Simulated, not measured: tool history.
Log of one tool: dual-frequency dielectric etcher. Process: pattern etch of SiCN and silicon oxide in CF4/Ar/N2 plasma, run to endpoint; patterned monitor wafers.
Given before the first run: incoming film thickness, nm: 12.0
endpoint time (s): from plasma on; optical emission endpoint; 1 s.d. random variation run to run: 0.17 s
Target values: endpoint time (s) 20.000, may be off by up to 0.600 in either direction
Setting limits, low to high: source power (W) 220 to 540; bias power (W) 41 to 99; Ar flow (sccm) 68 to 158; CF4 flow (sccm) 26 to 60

run	hour	source power (W)	bias power (W)	Ar flow (sccm)	CF4 flow (sccm)	endpoint time (s)
1	0.0	380	70	113	43	17.078
2	2.3	420	70	113	43	16.099
3	8.8	400	69	113	43	16.548
4	10.7	380	68	113	43	17.231
5	13.8	360	67	113	43	17.273
6	22.5	340	66	115	42	18.359
7	25.6	340	66	115	42	18.326
8	28.4	330	65	115	42	19.039
9	29.9	320	65	115	42	18.741

5 candidate next runs follow, results not yet known. Just one meets every target within its allowed miss. Identify it.
A	31.4	280	63	133	57	?
B	31.4	360	67	101	43	?
C	31.4	320	64	111	44	?
D	31.4	290	73	92	51	?
E	31.4	310	67	109	46	?

move	endpoint time (s)
A	19.948
B	17.219
C	18.808
D	17.948
E	18.643
A: each result inside its tolerance
B: lands further from the targets than the last run did
C: gains on the last run, yet a result remains outside its allowed miss
D: lands further from the targets than the last run did
E: lands further from the targets than the last run did
The right move is A.
